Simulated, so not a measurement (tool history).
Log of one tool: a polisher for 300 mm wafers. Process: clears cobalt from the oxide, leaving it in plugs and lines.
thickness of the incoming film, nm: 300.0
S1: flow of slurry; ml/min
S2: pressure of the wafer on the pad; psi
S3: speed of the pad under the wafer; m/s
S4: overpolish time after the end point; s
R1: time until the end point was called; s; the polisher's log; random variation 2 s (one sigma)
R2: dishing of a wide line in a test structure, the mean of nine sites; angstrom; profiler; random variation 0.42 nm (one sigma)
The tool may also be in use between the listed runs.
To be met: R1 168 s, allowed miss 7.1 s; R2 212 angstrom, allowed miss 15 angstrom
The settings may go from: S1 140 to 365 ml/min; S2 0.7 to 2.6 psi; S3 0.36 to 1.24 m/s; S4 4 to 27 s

run 1 day=0 | S1=235 S2=1.6 S3=0.8 S4=14 | R1=99.539 R2=310.85
run 2 day=0.112 | S1=235 S2=1.6 S3=0.8 S4=16 | R1=100.11 R2=353.07
run 3 day=0.408 | S1=275 S2=1.6 S3=0.8 S4=16 | R1=98.47 R2=348.06
run 4 day=0.546 | S1=245 S2=1.6 S3=0.8 S4=16 | R1=97.358 R2=347.76
run 5 day=0.617 | S1=245 S2=1.4 S3=0.8 S4=15 | R1=108.23 R2=302.47
run 6 day=0.742 | S1=245 S2=1.4 S3=0.62 S4=15 | R1=140.09 R2=259.93
run 7 day=1.108 | S1=245 S2=1.3 S3=0.62 S4=15 | R1=143.82 R2=249.3
run 8 day=1.171 | S1=245 S2=1.2 S3=0.62 S4=15 | R1=154.17 R2=236.43

Which of these 4 next moves meets every target?
run A day=1.233 | S1=205 S2=1.4 S3=0.52 S4=14 | R1=? R2=?
run B day=1.233 | S1=290 S2=1.3 S3=0.68 S4=12 | R1=? R2=?
run C day=1.233 | S1=275 S2=1.3 S3=0.62 S4=13 | R1=? R2=?
run D day=1.233 | S1=210 S2=1.4 S3=0.5 S4=20 | R1=? R2=?

move=A R1=166.4 R2=213.88
move=B R1=131.5 R2=227.92
move=C R1=144.28 R2=225.77
move=D R1=172.42 R2=274.75
A: meets every target
B: further off than the last run
C: further off than the last run
D: brings the result that was furthest off to its target, and leaves another outside
Answer: A
